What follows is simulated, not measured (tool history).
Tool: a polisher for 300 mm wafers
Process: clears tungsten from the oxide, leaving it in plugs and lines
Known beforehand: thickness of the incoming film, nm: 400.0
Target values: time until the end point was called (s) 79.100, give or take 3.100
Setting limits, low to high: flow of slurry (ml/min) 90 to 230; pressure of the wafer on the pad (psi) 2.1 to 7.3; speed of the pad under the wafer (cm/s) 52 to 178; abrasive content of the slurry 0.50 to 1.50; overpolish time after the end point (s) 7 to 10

run	day	flow of slurry (ml/min)	pressure of the wafer on the pad (psi)	speed of the pad under the wafer (cm/s)	abrasive content of the slurry	overpolish time after the end point (s)	time until the end point was called (s)
1	0.000	150	4.7	114	1.00	10	48.290
2	0.042	150	4.7	114	1.20	10	46.787
3	0.292	150	5.4	114	1.20	10	41.241
4	0.362	150	4.4	114	1.20	10	50.578
5	0.429	150	4.4	98	1.20	10	55.772
6	0.479	150	4.4	98	1.40	10	54.830
7	0.854	150	4.0	98	1.40	10	59.929
8	1.025	150	3.7	98	1.40	10	64.120
9	1.325	140	2.7	96	1.40	10	90.295
10	1.500	145	2.7	96	1.40	10	89.092
11	1.862	150	2.7	96	1.40	10	89.620
12	2.175	150	2.8	96	1.40	10	85.177

Exactly one of the 4 candidate moves below puts every result within its allowed miss. Which one?
A	2.488	140	3.0	100	1.35	7	?
B	2.488	165	2.8	116	1.40	10	?
C	2.488	165	2.9	110	1.50	10	?
D	2.488	135	2.6	100	1.45	10	?

move	time until the end point was called (s)
A	79.146
B	71.328
C	71.282
D	89.728
A: meets every target
B: takes the result that was furthest off past its target
C: takes the result that was furthest off past its target
D: the biggest miss grows against the last run
Go with A: it meets all targets.
